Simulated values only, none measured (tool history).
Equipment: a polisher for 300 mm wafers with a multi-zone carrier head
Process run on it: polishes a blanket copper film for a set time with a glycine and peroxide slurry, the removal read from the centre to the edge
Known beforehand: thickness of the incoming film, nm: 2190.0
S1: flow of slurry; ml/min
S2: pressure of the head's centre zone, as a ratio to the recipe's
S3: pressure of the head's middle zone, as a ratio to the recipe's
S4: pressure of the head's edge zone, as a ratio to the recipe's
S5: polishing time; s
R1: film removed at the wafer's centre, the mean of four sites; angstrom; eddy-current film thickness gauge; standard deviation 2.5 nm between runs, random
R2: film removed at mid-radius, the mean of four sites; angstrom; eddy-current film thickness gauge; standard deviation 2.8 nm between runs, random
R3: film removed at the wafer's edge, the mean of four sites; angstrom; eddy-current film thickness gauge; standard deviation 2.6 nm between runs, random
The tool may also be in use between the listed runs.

run  hour   S1    S2    S3    S4  S5      R1      R2      R3
  1     0  125     1     1     1  42  2231.8    2223  2248.2
  2   3.1  145     1     1     1  42  2284.3  2347.9  2257.6
  3  11.8  145  0.98  1.01  1.05  44  2335.9  2395.4  2464.1
  4  19.6  145  0.98  1.01  1.05  53  2797.1  2881.4  2972.7
  5  20.2  145  0.98  1.05  1.05  53  2810.9  3002.9  2903.3
  6  24.1  160  0.98  1.05  1.05  53    2882  3062.3  2960.4

Run 7 comes next. What will it give?
  7  31.2  145  0.96  1.05  1.04  53   ?   ?   ?

Run 7 came out at R1 2778.2 angstrom, R2 2989.2 angstrom, R3 2923.3 angstrom.

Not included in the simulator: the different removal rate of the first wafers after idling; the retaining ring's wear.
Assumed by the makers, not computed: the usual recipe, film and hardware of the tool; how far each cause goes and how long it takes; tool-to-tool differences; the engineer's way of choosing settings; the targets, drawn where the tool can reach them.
